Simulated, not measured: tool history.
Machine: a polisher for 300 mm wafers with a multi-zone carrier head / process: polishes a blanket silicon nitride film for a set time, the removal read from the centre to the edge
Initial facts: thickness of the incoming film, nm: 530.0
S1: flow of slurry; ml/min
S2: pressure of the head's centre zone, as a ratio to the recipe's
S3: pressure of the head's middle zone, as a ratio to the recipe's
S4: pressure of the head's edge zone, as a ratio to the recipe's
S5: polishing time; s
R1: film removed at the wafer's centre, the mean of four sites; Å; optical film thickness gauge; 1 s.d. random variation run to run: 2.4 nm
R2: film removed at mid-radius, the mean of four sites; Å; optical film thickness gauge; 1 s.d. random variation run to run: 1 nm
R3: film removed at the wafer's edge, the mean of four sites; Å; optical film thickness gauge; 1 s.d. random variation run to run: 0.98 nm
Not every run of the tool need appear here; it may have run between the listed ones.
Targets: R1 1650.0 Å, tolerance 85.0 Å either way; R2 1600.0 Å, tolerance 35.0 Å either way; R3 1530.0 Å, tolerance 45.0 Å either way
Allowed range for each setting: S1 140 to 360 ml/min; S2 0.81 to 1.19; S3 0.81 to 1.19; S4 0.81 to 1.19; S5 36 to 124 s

{"run": 1, "hour": 0.0, "S1": 230, "S2": 1.0, "S3": 1.0, "S4": 1.0, "S5": 79, "R1": 1272.2, "R2": 1264.5, "R3": 1248.0}
{"run": 2, "hour": 3.9, "S1": 175, "S2": 1.0, "S3": 1.0, "S4": 1.0, "S5": 79, "R1": 1170.9, "R2": 1199.5, "R3": 1181.9}
{"run": 3, "hour": 9.4, "S1": 175, "S2": 1.0, "S3": 1.0, "S4": 1.0, "S5": 98, "R1": 1478.7, "R2": 1478.1, "R3": 1482.7}
{"run": 4, "hour": 14.8, "S1": 175, "S2": 1.0, "S3": 1.0, "S4": 0.94, "S5": 98, "R1": 1445.0, "R2": 1464.6, "R3": 1429.6}
{"run": 5, "hour": 18.6, "S1": 200, "S2": 1.01, "S3": 1.01, "S4": 0.94, "S5": 98, "R1": 1511.6, "R2": 1534.3, "R3": 1472.2}
{"run": 6, "hour": 19.1, "S1": 200, "S2": 1.01, "S3": 1.01, "S4": 0.94, "S5": 89, "R1": 1369.5, "R2": 1405.1, "R3": 1345.6}
{"hour": 20.5, "done": "slurry nozzle cleaned"}
{"run": 7, "hour": 20.5, "S1": 235, "S2": 1.02, "S3": 1.01, "S4": 0.95, "S5": 89, "R1": 1554.2, "R2": 1517.9, "R3": 1426.9}
{"run": 8, "hour": 21.4, "S1": 245, "S2": 1.02, "S3": 1.01, "S4": 0.97, "S5": 89, "R1": 1568.9, "R2": 1516.7, "R3": 1460.1}
{"run": 9, "hour": 23.2, "S1": 245, "S2": 1.02, "S3": 1.01, "S4": 0.97, "S5": 89, "R1": 1546.6, "R2": 1510.8, "R3": 1429.8}

4 candidate next runs follow, results not yet known. Just one meets every target within its allowed miss. Identify it.
{"run": "A", "hour": 25.0, "S1": 265, "S2": 1.11, "S3": 1.09, "S4": 0.98, "S5": 91, "R1": "?", "R2": "?", "R3": "?"}
{"run": "B", "hour": 25.0, "S1": 285, "S2": 1.09, "S3": 1.06, "S4": 0.9, "S5": 87, "R1": "?", "R2": "?", "R3": "?"}
{"run": "C", "hour": 25.0, "S1": 260, "S2": 1.17, "S3": 0.96, "S4": 0.98, "S5": 83, "R1": "?", "R2": "?", "R3": "?"}
{"run": "D", "hour": 25.0, "S1": 250, "S2": 1.05, "S3": 1.01, "S4": 0.98, "S5": 94, "R1": "?", "R2": "?", "R3": "?"}

move=A R1=1654.5 R2=1679.5 R3=1503.5
move=B R1=1574.0 R2=1585.2 R3=1392.3
move=C R1=1566.1 R2=1388.5 R3=1371.0
move=D R1=1624.9 R2=1626.2 R3=1546.2
A: carries the result that was furthest off beyond its target, to the other side
B: brings the result that was furthest off to its target, and leaves another outside
C: its largest miss is bigger than the last run's
D: every result within its allowed miss
The move that meets every target is D.

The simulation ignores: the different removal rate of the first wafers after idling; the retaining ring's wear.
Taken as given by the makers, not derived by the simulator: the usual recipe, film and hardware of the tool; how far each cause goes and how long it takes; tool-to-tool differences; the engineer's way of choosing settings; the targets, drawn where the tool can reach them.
